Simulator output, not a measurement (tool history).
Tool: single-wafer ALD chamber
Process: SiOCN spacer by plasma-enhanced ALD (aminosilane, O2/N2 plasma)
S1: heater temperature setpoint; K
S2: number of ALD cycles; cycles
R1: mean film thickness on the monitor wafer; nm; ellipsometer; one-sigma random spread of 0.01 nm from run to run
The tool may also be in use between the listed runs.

| run | hour | S1 | S2 | R1 |
|---|---|---|---|---|
| 1 | 0.0 | 688.15 | 41 | 2.2603 |
| 2 | 4.5 | 688.15 | 43 | 2.3755 |
| 3 | 7.3 | 679.15 | 43 | 2.4342 |
| 4 | 11.9 | 678.15 | 44 | 2.4847 |
| 5 | 13.6 | 677.15 | 45 | 2.5583 |
| 6 | 18.7 | 677.15 | 42 | 2.3851 |
| 7 | 21.1 | 676.15 | 43 | 2.4584 |
| 8 | 27.4 | 675.15 | 44 | 2.5052 |

What will run 9 give?
| 9 | 33.1 | 674.15 | 45 | ? |

Run 9 yielded R1 2.5958 nm.

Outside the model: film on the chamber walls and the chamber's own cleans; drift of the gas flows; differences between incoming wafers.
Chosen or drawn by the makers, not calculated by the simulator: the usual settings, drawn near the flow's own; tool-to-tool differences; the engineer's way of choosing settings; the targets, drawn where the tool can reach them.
